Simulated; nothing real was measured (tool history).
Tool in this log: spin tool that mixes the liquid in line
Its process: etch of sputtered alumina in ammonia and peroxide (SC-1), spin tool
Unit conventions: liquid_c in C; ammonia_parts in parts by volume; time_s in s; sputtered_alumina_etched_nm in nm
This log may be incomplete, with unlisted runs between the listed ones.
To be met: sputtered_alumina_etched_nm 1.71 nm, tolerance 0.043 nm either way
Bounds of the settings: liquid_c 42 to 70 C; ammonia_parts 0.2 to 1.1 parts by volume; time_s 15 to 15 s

run    day  liquid_c  ammonia_parts  time_s  sputtered_alumina_etched_nm
  1      0        58            0.6      15                        2.034
  2  0.067      57.5            0.6      15                       1.9895
  3  0.142      57.5           0.75      15                       2.0289
  4   0.25      57.5           0.75      15                       2.0194
  5  0.504        61           0.75      15                        2.469
  6  0.575        61           0.55      15                       2.3816
  7  0.804        60           0.55      15                        2.226
  8  0.829      59.5           0.55      15                       2.1891
  9  1.104      53.5           0.55      15                       1.5951

Which single option among these 5 for the next run brings every result within its allowed miss of target? Just one does.
  A  1.379      52.5            0.5      15                            ?
  B  1.379      54.5           0.55      15                            ?
  C  1.379      55.5           0.55      15                            ?
  D  1.379        51            0.5      15                            ?
  E  1.379        51           0.55      15                            ?

move  sputtered_alumina_etched_nm
   A                       1.4871
   B                       1.6707
   C                       1.7619
   D                       1.3706
   E                       1.3831
A: further off than the last run
B: all results in spec
C: moves the result that the last run missed by most past its target, out the other side
D: further off than the last run
E: further off than the last run
B meets every target.
